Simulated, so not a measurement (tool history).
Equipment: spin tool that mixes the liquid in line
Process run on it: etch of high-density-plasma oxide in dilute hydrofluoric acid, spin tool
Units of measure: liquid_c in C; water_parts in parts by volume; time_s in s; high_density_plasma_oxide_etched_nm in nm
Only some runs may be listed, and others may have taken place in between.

run	hour	liquid_c	water_parts	time_s	high_density_plasma_oxide_etched_nm
1	0.0	25.0	180	305	9.0576
2	2.2	26.0	180	305	9.3942
3	2.7	26.0	180	305	9.4080
4	6.5	26.0	125	305	14.5140
5	10.2	24.0	125	305	13.4770
6	16.5	24.0	100	305	17.2290
7	18.3	22.5	110	305	14.6020

Predict the results of run 8:
8	19.2	22.5	110	305	?

For run 8 the tool returned high_density_plasma_oxide_etched_nm 14.5450 nm.
